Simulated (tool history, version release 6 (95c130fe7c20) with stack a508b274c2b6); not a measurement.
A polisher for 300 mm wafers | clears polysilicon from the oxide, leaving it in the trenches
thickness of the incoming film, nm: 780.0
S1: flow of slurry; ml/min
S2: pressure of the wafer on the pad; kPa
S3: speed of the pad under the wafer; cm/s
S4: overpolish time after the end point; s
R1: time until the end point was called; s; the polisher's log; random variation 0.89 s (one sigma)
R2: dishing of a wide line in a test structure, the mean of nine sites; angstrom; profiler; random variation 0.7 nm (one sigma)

{"run": 1, "day": 0.0, "S1": 220, "S2": 11.7, "S3": 94, "S4": 29, "R1": 76.732, "R2": 513.83}
{"run": 2, "day": 0.3, "S1": 220, "S2": 12.4, "S3": 94, "S4": 27, "R1": 71.347, "R2": 507.11}
{"run": 3, "day": 0.329, "S1": 220, "S2": 12.4, "S3": 94, "S4": 15, "R1": 72.694, "R2": 477.59}
{"run": 4, "day": 0.625, "S1": 220, "S2": 12.4, "S3": 94, "S4": 9, "R1": 73.782, "R2": 416.17}
{"run": 5, "day": 0.746, "S1": 190, "S2": 12.4, "S3": 94, "S4": 9, "R1": 73.178, "R2": 412.81}
{"run": 6, "day": 0.804, "S1": 190, "S2": 12.4, "S3": 104, "S4": 9, "R1": 66.034, "R2": 419.74}

Run 7 comes next. What will it give?
{"run": 7, "day": 0.892, "S1": 195, "S2": 13.1, "S3": 104, "S4": 12, "R1": "?", "R2": "?"}

R1: 60.945 s
R2: 469.72 angstrom

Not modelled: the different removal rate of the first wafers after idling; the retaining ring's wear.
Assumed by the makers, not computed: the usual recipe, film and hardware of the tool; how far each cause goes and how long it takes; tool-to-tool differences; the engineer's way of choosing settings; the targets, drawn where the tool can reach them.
